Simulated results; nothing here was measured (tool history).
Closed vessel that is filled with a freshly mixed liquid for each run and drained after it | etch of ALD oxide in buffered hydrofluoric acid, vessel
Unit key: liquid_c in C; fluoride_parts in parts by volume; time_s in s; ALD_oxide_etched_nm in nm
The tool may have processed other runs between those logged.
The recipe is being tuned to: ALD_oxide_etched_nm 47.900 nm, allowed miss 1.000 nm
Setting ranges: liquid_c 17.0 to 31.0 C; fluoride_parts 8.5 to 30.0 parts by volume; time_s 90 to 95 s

run,day,liquid_c,fluoride_parts,time_s,ALD_oxide_etched_nm
1,0.000,23.0,23.5,90,66.212
2,0.104,23.0,28.5,90,58.139
3,0.296,25.5,28.5,90,66.176
4,0.438,25.5,25.0,90,72.974
5,0.554,23.5,25.0,90,64.872
6,0.858,22.0,25.0,90,59.673
7,0.888,21.0,25.0,90,56.416
8,1.246,21.0,25.0,90,56.730
9,1.375,20.5,25.0,90,55.155

Which single option among these 4 for the next run brings every result within its allowed miss of target? Just one does.
A,1.504,20.5,23.0,95,?
B,1.504,18.5,28.5,95,?
C,1.504,18.0,30.0,95,?
D,1.504,23.5,28.0,95,?

move,ALD_oxide_etched_nm
A,61.504
B,47.366
C,44.428
D,63.443
A: misses by more than the last run did
B: meets every target
C: the result that was furthest off in the last run now lies on the other side of its target
D: misses by more than the last run did
The right move is B.
